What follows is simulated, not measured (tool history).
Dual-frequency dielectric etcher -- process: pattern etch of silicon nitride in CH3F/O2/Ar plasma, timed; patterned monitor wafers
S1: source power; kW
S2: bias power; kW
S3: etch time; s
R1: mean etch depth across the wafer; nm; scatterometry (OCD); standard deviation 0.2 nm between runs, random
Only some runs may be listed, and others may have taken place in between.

{"run": 1, "hour": 0.0, "S1": 0.36, "S2": 0.091, "S3": 62.5, "R1": 44.433}
{"run": 2, "hour": 7.3, "S1": 0.36, "S2": 0.08, "S3": 62.5, "R1": 42.306}
{"run": 3, "hour": 13.5, "S1": 0.32, "S2": 0.072, "S3": 62.5, "R1": 38.121}
{"run": 4, "hour": 20.8, "S1": 0.32, "S2": 0.072, "S3": 62.5, "R1": 38.242}
{"run": 5, "hour": 28.6, "S1": 0.29, "S2": 0.069, "S3": 62.5, "R1": 35.146}
{"run": 6, "hour": 32.7, "S1": 0.28, "S2": 0.069, "S3": 62.5, "R1": 34.085}
{"run": 7, "hour": 34.2, "S1": 0.27, "S2": 0.069, "S3": 62.5, "R1": 33.439}

Run 8, settings as shown, results not yet in. Your forecast:
{"run": 8, "hour": 41.8, "S1": 0.27, "S2": 0.069, "S3": 62.5, "R1": "?"}

{"run 8": {"R1": 33.729}}

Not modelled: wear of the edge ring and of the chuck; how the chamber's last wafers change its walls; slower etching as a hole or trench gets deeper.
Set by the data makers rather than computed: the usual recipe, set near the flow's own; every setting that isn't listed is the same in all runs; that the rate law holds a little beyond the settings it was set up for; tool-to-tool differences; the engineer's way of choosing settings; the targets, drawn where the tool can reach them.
